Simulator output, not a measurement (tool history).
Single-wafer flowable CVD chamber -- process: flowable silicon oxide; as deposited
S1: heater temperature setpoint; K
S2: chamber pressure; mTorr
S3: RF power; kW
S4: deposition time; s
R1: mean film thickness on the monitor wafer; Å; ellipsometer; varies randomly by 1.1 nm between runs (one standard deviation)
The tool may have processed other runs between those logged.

{"run": 1, "day": 0.0, "S1": 373.15, "S2": 697, "S3": 2.43, "S4": 230, "R1": 1222.9}
{"run": 2, "day": 0.283, "S1": 373.15, "S2": 697, "S3": 2.29, "S4": 230, "R1": 1204.7}
{"run": 3, "day": 0.617, "S1": 373.15, "S2": 697, "S3": 2.135, "S4": 230, "R1": 1181}
{"run": 4, "day": 0.867, "S1": 369.15, "S2": 697, "S3": 2.135, "S4": 230, "R1": 1362.9}
{"run": 5, "day": 1.246, "S1": 366.15, "S2": 697, "S3": 2.135, "S4": 230, "R1": 1485.3}
{"run": 6, "day": 1.442, "S1": 364.15, "S2": 697, "S3": 2.135, "S4": 230, "R1": 1581.1}

Run 7 has not been measured yet. What should we expect?
{"run": 7, "day": 1.621, "S1": 362.15, "S2": 697, "S3": 2.135, "S4": 230, "R1": "?"}

{"run 7": {"R1": 1692.2}}
